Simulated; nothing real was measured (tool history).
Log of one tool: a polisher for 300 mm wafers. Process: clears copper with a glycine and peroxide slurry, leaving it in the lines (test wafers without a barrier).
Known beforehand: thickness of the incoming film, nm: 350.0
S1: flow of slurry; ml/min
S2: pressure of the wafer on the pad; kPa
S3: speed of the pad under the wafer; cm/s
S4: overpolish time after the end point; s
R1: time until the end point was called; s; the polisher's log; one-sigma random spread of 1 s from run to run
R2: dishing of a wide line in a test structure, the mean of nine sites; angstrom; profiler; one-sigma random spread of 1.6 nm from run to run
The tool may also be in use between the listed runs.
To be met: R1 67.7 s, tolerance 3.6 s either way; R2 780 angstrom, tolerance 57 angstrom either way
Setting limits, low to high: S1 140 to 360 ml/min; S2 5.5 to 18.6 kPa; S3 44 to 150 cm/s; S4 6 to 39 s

run	day	S1	S2	S3	S4	R1	R2
1	0	230	11.7	96	20	80.296	536.09
2	0.188	230	11.7	110	20	74.105	597.26
3	0.429	230	9.7	110	20	83.475	523.79
4	0.675	230	11	110	20	76.779	559.61
5	0.929	230	11.7	110	21	72.19	593.91
6	0.967	280	11.7	110	21	71.216	630.28
7	1.325	280	11.7	110	22	72.345	670.52
8	1.438	280	11.7	110	22	71.442	636.99
9	1.658	280	11.7	110	23	71.521	636.27
10	1.954	280	11.7	110	25	71.761	724.94

Next run, 5 choices. One meets every target within its allowed miss, the rest don't. Which?
A	2.25	275	11	106	31	?	?
B	2.25	255	11.7	116	28	?	?
C	2.25	305	12.4	98	23	?	?
D	2.25	280	11	106	37	?	?
E	2.25	315	11.7	114	35	?	?

move	R1	R2
A	77.099	781.71
B	69.374	783.44
C	74.109	651.28
D	76.955	885.01
E	68.809	919.17
A: lands further from the targets than the last run did
B: all results in spec
C: lands further from the targets than the last run did
D: lands further from the targets than the last run did
E: the worst result of the last run now meets its target, but another is out of spec
Move B is the one to make.

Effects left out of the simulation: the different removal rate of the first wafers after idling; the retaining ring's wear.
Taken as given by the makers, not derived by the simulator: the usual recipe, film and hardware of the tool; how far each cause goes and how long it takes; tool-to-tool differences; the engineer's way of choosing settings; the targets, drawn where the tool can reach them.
